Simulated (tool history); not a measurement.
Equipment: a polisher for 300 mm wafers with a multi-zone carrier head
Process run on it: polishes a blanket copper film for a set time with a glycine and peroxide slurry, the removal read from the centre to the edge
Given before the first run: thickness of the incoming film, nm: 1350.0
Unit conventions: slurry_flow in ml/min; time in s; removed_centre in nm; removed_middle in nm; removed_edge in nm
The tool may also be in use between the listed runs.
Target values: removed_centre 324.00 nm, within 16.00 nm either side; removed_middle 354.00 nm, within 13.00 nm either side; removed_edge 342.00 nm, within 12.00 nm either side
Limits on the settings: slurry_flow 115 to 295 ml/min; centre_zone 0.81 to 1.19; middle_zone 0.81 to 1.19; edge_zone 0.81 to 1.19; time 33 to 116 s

run    day  slurry_flow  centre_zone  middle_zone  edge_zone  time  removed_centre  removed_middle  removed_edge
  1  0.000          190         1.00         1.00       1.00    74          413.58          402.55        408.41
  2  0.129          185         0.97         1.00       0.97    72          381.54          395.12        392.07
  3  0.333          185         0.97         1.00       1.04    72          398.98          392.45        401.50
  4  0.508          180         0.96         1.00       1.01    70          380.52          381.32        385.77
  5  0.712          180         0.96         1.00       1.01    54          284.02          293.06        294.65
  6  0.742          180         0.96         1.03       1.01    54          289.31          300.67        297.55
  7  1.117          185         0.95         1.05       1.03    55          282.92          311.39        304.02
  8  1.158          220         1.03         1.10       1.11    61          362.76          360.77        364.00

Consider the 4 candidate settings below. Which is the only one whose results all fall within their allowed miss of target?
  A  1.200          205         0.81         1.05       1.19    62               ?               ?             ?
  B  1.200          235         1.00         1.05       1.15    56               ?               ?             ?
  C  1.200          225         1.12         1.15       1.12    57               ?               ?             ?
  D  1.200          215         0.99         1.13       1.12    58               ?               ?             ?

move  removed_centre  removed_middle  removed_edge
   A          278.49          358.04        377.29
   B          316.70          328.28        338.77
   C          359.57          354.79        338.54
   D          321.17          354.80        343.20
A: takes the biggest miss from the last run beyond its target
B: the worst result of the last run now meets its target, but another is out of spec
C: nearer the targets than the last run, but a result is still out of spec
D: in spec on every target
Move D is the one to make.
